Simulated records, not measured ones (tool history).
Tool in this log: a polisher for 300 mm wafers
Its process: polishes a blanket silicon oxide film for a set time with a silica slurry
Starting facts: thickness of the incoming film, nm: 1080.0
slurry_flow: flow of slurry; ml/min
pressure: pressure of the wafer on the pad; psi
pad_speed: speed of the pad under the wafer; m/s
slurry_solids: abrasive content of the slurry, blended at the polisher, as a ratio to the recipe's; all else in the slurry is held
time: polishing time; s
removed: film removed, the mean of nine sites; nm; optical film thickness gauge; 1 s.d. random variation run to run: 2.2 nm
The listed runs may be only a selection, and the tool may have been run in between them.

run    day  slurry_flow  pressure  pad_speed  slurry_solids  time  removed
  1      0          215       2.8       1.42              1    77   244.61
  2  0.188          255       2.8       1.42              1    77   246.03
  3  0.496          255       2.9       1.42              1    77   253.89
  4  0.562          255       2.9       1.06              1    77   203.51
  5  0.738          255       2.9       0.82              1    77   164.51
  6  0.912          255       2.9       0.66              1    77   138.03
  7  1.121          265       3.4       0.72              1    77   174.98
  8  1.175          270       3.7        0.8              1    77    208.5
  9  1.233          275       3.9       0.84              1    77    227.7

Forecast run 10:
 10  1.371          275       4.1       0.88              1    77        ?

For run 10 the tool returned removed 245.08 nm.
